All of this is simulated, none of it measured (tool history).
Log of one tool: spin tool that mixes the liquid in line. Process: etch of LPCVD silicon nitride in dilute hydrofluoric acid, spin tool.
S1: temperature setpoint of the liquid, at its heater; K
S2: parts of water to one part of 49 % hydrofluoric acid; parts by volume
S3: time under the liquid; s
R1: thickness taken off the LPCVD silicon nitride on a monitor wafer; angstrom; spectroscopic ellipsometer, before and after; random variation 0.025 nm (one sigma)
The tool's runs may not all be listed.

run	hour	S1	S2	S3	R1
1	0	296.15	50	305	28.199
2	0.9	296.15	50	305	28.716
3	8.8	298.15	50	305	33.879
4	15.8	298.15	35	305	44.893
5	18.6	296.15	45	305	31.559
6	20.3	296.15	45	325	33.968
7	26.5	292.15	65	310	16.384
8	34.1	291.65	65	310	16.704
9	41.3	291.15	70	310	14.778

The next listed run, before its measurement:
10	44.7	291.15	70	310	?

R1: 13.992 angstrom
